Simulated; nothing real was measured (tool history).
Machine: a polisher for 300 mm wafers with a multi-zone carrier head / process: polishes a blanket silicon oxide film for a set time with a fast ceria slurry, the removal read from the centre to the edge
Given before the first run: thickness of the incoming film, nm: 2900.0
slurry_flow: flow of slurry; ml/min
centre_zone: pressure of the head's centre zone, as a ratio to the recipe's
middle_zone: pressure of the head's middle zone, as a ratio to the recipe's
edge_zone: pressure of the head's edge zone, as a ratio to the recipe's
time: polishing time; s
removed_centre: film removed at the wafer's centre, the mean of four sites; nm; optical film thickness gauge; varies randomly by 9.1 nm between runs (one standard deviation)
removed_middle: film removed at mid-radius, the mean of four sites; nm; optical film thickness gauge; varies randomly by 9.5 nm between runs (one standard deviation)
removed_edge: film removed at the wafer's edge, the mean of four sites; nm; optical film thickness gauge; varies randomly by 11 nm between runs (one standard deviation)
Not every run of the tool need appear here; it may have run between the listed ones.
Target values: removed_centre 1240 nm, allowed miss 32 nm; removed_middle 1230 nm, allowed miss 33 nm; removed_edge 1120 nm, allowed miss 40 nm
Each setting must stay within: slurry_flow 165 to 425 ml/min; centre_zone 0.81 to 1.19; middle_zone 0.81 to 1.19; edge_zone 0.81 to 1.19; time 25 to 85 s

| run | hour | slurry_flow | centre_zone | middle_zone | edge_zone | time | removed_centre | removed_middle | removed_edge |
|---|---|---|---|---|---|---|---|---|---|
| 1 | 0 | 275 | 1 | 1 | 1 | 55 | 811.63 | 857.65 | 820.43 |
| 2 | 4.5 | 275 | 1 | 1 | 1 | 44 | 643.69 | 679.42 | 661.23 |
| 3 | 12.1 | 285 | 1.03 | 1.02 | 1.03 | 48 | 728.65 | 767.53 | 730.07 |
| 4 | 14.9 | 240 | 1.03 | 1.02 | 1.03 | 48 | 708.66 | 742.64 | 733.14 |
| 5 | 18.8 | 240 | 1.03 | 1.02 | 1.11 | 48 | 714.9 | 727.38 | 758.94 |
| 6 | 24.6 | 240 | 1.03 | 1.02 | 1.11 | 35 | 523.28 | 535.2 | 551.36 |
| 7 | 25.8 | 240 | 1.03 | 1.02 | 1.11 | 35 | 524.25 | 532.71 | 537.24 |
| 8 | 33.9 | 250 | 1.05 | 1.04 | 1.1 | 40 | 615.51 | 631.25 | 632.1 |
| 9 | 36 | 325 | 1.15 | 1.14 | 1 | 55 | 940.62 | 961.91 | 826.62 |
| 10 | 43.6 | 330 | 1.15 | 1.14 | 1.02 | 57 | 987.43 | 993.63 | 883.41 |
| 11 | 47.7 | 340 | 1.15 | 1.15 | 1.03 | 58 | 995.15 | 1013.3 | 909.65 |
| 12 | 54.5 | 345 | 1.16 | 1.15 | 1.03 | 60 | 1056.6 | 1046.4 | 933.06 |
| 13 | 57.3 | 350 | 1.16 | 1.16 | 1.04 | 61 | 1057 | 1084.9 | 957.56 |
| 14 | 60.6 | 350 | 1.16 | 1.16 | 1.04 | 61 | 1061.8 | 1091.3 | 940.23 |

Which one of the following 4 next-run settings gets every result inside its allowed miss? There is exactly one.
| A | 63.9 | 425 | 1.19 | 1.15 | 1.12 | 68 | ? | ? | ? |
| B | 63.9 | 325 | 1.19 | 1.08 | 0.98 | 74 | ? | ? | ? |
| C | 63.9 | 330 | 1.05 | 1.03 | 1.11 | 76 | ? | ? | ? |
| D | 63.9 | 315 | 1.12 | 0.98 | 0.97 | 74 | ? | ? | ? |

| move | removed_centre | removed_middle | removed_edge |
|---|---|---|---|
| A | 1249.7 | 1215.4 | 1100.9 |
| B | 1326.6 | 1227.7 | 1103.7 |
| C | 1211.6 | 1214.5 | 1207.4 |
| D | 1247.4 | 1129.8 | 1097.1 |
A: every result lands within tolerance
B: moves the result that the last run missed by most past its target, out the other side
C: gets the furthest-off result to its target, but another result is out of tolerance
D: gets the furthest-off result to its target, but another result is out of tolerance
Go with A: it meets all targets.
